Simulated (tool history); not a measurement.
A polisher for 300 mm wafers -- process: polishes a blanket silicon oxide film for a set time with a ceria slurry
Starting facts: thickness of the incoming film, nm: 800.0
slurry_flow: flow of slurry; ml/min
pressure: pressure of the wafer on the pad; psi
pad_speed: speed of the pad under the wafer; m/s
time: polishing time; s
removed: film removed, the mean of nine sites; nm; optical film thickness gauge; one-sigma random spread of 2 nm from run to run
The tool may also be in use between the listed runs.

run  hour  slurry_flow  pressure  pad_speed  time  removed
  1     0          265         4       1.02    66   322.02
  2   6.9          265         4       0.82    66   266.35
  3   7.9          265       3.9       0.82    66   256.53
  4   8.6          265       3.9       0.82    66   257.91
  5  11.4          265       3.9       0.82    69    268.7
  6    18          265       3.9       0.82    69   270.63
  7  25.6          265       3.8       0.82    69    265.7

What will run 8 give?
  8  29.4          265       3.7       0.82    69        ?

Logged for run 8: removed 254.37 nm.

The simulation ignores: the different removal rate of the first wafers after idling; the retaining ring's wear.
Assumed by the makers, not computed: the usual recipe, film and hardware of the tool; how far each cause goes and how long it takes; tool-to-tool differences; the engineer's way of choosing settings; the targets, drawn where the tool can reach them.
